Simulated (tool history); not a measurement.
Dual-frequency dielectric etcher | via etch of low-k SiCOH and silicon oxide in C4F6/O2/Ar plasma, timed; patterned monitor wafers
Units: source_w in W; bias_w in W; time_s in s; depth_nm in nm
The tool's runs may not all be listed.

{"run": 1, "hour": 0.0, "source_w": 250, "bias_w": 204, "time_s": 68.5, "depth_nm": 156.53}
{"run": 2, "hour": 3.5, "source_w": 270, "bias_w": 208, "time_s": 68.5, "depth_nm": 161.1}
{"run": 3, "hour": 6.0, "source_w": 280, "bias_w": 215, "time_s": 68.5, "depth_nm": 167.02}
{"run": 4, "hour": 13.9, "source_w": 280, "bias_w": 215, "time_s": 68.5, "depth_nm": 165.06}
{"run": 5, "hour": 16.4, "source_w": 280, "bias_w": 179, "time_s": 68.5, "depth_nm": 151.38}
{"run": 6, "hour": 17.0, "source_w": 280, "bias_w": 154, "time_s": 68.5, "depth_nm": 138.51}
{"run": 7, "hour": 19.1, "source_w": 290, "bias_w": 169, "time_s": 68.5, "depth_nm": 147.26}
{"run": 8, "hour": 26.6, "source_w": 300, "bias_w": 181, "time_s": 68.5, "depth_nm": 155.14}
{"run": 9, "hour": 29.6, "source_w": 310, "bias_w": 189, "time_s": 68.5, "depth_nm": 158.77}

What does the tool deliver on the next run?
{"run": 10, "hour": 34.5, "source_w": 350, "bias_w": 230, "time_s": 70.5, "depth_nm": "?"}

{"run 10": {"depth_nm": 189.51}}
